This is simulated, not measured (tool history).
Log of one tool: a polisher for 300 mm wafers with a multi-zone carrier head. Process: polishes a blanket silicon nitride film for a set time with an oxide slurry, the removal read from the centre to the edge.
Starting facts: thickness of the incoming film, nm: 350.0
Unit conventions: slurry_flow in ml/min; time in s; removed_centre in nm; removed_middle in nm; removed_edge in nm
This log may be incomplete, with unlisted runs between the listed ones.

Run 1, hour 0: slurry_flow 160 ml/min, centre_zone 1, middle_zone 1, edge_zone 1, slurry_solids 1, time 66 s. Result: removed_centre 36.538 nm, removed_middle 34.932 nm, removed_edge 35.863 nm.
Run 2, hour 4: slurry_flow 125 ml/min, centre_zone 1, middle_zone 1, edge_zone 1, slurry_solids 1, time 66 s. Result: removed_centre 34.327 nm, removed_middle 33.677 nm, removed_edge 34.543 nm.
Run 3, hour 11.5: slurry_flow 125 ml/min, centre_zone 0.99, middle_zone 0.99, edge_zone 0.98, slurry_solids 0.9, time 64 s. Result: removed_centre 29.891 nm, removed_middle 31.227 nm, removed_edge 30.972 nm.
Run 4, hour 16.4: slurry_flow 125 ml/min, centre_zone 0.99, middle_zone 0.99, edge_zone 1.02, slurry_solids 0.9, time 64 s. Result: removed_centre 30.587 nm, removed_middle 29.669 nm, removed_edge 31.966 nm.
Run 5, hour 21.3: slurry_flow 125 ml/min, centre_zone 0.99, middle_zone 1.03, edge_zone 1.02, slurry_solids 0.9, time 64 s. Result: removed_centre 30.083 nm, removed_middle 31.696 nm, removed_edge 31.89 nm.
Run 6, hour 23.9: slurry_flow 125 ml/min, centre_zone 0.99, middle_zone 1, edge_zone 1, slurry_solids 0.85, time 64 s. Result: removed_centre 29.646 nm, removed_middle 29.236 nm, removed_edge 30.086 nm.

The next listed run, before its measurement:
Run 7, hour 24.7: slurry_flow 120 ml/min, centre_zone 0.97, middle_zone 0.98, edge_zone 0.98, slurry_solids 0.8, time 64 s. Result: removed_centre ?, removed_middle ?, removed_edge ?.

Run 7 yielded removed_centre 28.021 nm, removed_middle 27.816 nm, removed_edge 28.889 nm.
